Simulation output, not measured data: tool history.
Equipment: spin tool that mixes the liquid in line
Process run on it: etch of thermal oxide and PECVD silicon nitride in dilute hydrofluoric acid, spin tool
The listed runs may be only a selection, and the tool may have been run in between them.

run,day,temperature setpoint of the liquid (°C),parts of water to one part of 49 % hydrofluoric acid (parts by volume),time under the liquid (s),thickness taken off the thermal oxide on a monitor wafer (nm),thickness taken off the PECVD silicon nitride on a monitor wafer (nm)
1,0.000,24.0,55,170,14.837,11.800
2,0.292,24.0,45,170,18.495,14.372
3,0.492,24.0,45,225,24.473,18.936
4,0.583,25.5,55,230,21.292,17.632
5,0.917,26.5,60,230,20.489,17.343
6,1.112,23.0,60,230,17.754,13.757
7,1.246,27.0,70,235,18.098,15.698

Expected results for the next run?
8,1.562,27.5,70,235,?,?

thickness taken off the thermal oxide on a monitor wafer (nm): 17.966
thickness taken off the PECVD silicon nitride on a monitor wafer (nm): 16.248
